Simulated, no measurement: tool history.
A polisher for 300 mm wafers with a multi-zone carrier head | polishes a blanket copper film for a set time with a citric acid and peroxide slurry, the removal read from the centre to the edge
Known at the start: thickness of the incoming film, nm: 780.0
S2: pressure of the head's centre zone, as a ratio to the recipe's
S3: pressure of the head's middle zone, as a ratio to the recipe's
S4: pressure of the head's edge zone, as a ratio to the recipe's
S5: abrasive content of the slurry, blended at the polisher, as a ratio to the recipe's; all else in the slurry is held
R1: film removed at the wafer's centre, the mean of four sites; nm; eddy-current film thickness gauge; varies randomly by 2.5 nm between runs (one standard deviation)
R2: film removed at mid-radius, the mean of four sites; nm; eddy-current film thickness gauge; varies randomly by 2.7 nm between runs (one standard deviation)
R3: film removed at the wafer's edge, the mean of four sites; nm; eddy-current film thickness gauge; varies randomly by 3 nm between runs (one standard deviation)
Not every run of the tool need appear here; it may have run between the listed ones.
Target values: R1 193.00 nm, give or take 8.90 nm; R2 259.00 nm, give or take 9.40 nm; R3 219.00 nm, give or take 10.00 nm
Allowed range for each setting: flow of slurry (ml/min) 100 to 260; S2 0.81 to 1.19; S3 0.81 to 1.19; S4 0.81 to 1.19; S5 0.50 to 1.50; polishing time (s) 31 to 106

{"run": 1, "hour": 0.0, "flow of slurry (ml/min)": 165, "S2": 1.0, "S3": 1.0, "S4": 1.0, "S5": 1.0, "polishing time (s)": 68, "R1": 133.74, "R2": 141.28, "R3": 135.16}
{"run": 2, "hour": 2.3, "flow of slurry (ml/min)": 170, "S2": 0.99, "S3": 1.03, "S4": 1.01, "S5": 1.05, "polishing time (s)": 71, "R1": 143.54, "R2": 152.84, "R3": 145.56}
{"run": 3, "hour": 5.8, "flow of slurry (ml/min)": 170, "S2": 0.93, "S3": 1.03, "S4": 1.01, "S5": 1.05, "polishing time (s)": 71, "R1": 134.5, "R2": 150.8, "R3": 138.5}
{"run": 4, "hour": 7.6, "flow of slurry (ml/min)": 170, "S2": 0.88, "S3": 1.03, "S4": 1.01, "S5": 1.05, "polishing time (s)": 71, "R1": 125.82, "R2": 149.9, "R3": 142.05}
{"run": 5, "hour": 9.0, "flow of slurry (ml/min)": 170, "S2": 0.88, "S3": 1.1, "S4": 1.01, "S5": 1.05, "polishing time (s)": 71, "R1": 125.17, "R2": 156.98, "R3": 140.91}
{"run": 6, "hour": 16.9, "flow of slurry (ml/min)": 175, "S2": 0.87, "S3": 1.11, "S4": 1.01, "S5": 1.1, "polishing time (s)": 74, "R1": 132.29, "R2": 167.07, "R3": 152.2}
{"run": 7, "hour": 23.1, "flow of slurry (ml/min)": 180, "S2": 0.87, "S3": 1.12, "S4": 0.99, "S5": 1.15, "polishing time (s)": 77, "R1": 137.94, "R2": 179.18, "R3": 161.68}
{"run": 8, "hour": 27.1, "flow of slurry (ml/min)": 180, "S2": 0.87, "S3": 1.12, "S4": 0.99, "S5": 1.15, "polishing time (s)": 77, "R1": 139.61, "R2": 179.12, "R3": 159.36}

Exactly one of the 4 candidate moves below puts every result within its allowed miss. Which one?
{"run": "A", "hour": 31.1, "flow of slurry (ml/min)": 170, "S2": 1.19, "S3": 0.88, "S4": 1.07, "S5": 1.1, "polishing time (s)": 68, "R1": "?", "R2": "?", "R3": "?"}
{"run": "B", "hour": 31.1, "flow of slurry (ml/min)": 190, "S2": 0.86, "S3": 1.19, "S4": 0.98, "S5": 1.25, "polishing time (s)": 104, "R1": "?", "R2": "?", "R3": "?"}
{"run": "C", "hour": 31.1, "flow of slurry (ml/min)": 160, "S2": 1.12, "S3": 0.88, "S4": 1.03, "S5": 1.05, "polishing time (s)": 69, "R1": "?", "R2": "?", "R3": "?"}
{"run": "D", "hour": 31.1, "flow of slurry (ml/min)": 160, "S2": 0.95, "S3": 0.89, "S4": 1.07, "S5": 1.2, "polishing time (s)": 53, "R1": "?", "R2": "?", "R3": "?"}

move=A R1=166.43 R2=136.67 R3=140.34
move=B R1=193.65 R2=261.63 R3=214.48
move=C R1=155.08 R2=135.61 R3=137.03
move=D R1=104.22 R2=108.31 R3=110.75
A: lands further from the targets than the last run did
B: in spec on every target
C: lands further from the targets than the last run did
D: lands further from the targets than the last run did
B is the move that brings every result within its allowed miss.

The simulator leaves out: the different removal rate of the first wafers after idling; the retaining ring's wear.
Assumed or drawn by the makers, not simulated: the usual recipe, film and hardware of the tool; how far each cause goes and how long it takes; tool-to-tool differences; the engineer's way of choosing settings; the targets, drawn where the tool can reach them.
